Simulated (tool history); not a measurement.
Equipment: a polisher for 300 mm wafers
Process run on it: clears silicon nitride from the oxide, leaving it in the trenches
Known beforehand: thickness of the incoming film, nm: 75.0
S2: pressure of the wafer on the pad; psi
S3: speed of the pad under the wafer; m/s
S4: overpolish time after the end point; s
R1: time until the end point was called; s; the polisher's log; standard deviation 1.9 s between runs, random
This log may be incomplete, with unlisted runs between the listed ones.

run 1 hour=0.0 | flow_of_slurry_(ml/min)=250 S2=3.4 S3=0.88 S4=6 | R1=97.778
run 2 hour=7.7 | flow_of_slurry_(ml/min)=250 S2=2.8 S3=0.88 S4=6 | R1=114.310
run 3 hour=16.0 | flow_of_slurry_(ml/min)=250 S2=3.4 S3=0.88 S4=6 | R1=96.016
run 4 hour=20.9 | flow_of_slurry_(ml/min)=250 S2=2.7 S3=0.88 S4=6 | R1=118.050
run 5 hour=29.0 | flow_of_slurry_(ml/min)=250 S2=2.3 S3=0.86 S4=6 | R1=141.720
run 6 hour=33.8 | flow_of_slurry_(ml/min)=250 S2=2.1 S3=0.86 S4=6 | R1=151.470
run 7 hour=35.9 | flow_of_slurry_(ml/min)=250 S2=2.0 S3=0.86 S4=6 | R1=156.590

The next listed run, before its measurement:
run 8 hour=43.9 | flow_of_slurry_(ml/min)=250 S2=1.9 S3=0.86 S4=6 | R1=?

Run 8 came out at R1 166.410 s.

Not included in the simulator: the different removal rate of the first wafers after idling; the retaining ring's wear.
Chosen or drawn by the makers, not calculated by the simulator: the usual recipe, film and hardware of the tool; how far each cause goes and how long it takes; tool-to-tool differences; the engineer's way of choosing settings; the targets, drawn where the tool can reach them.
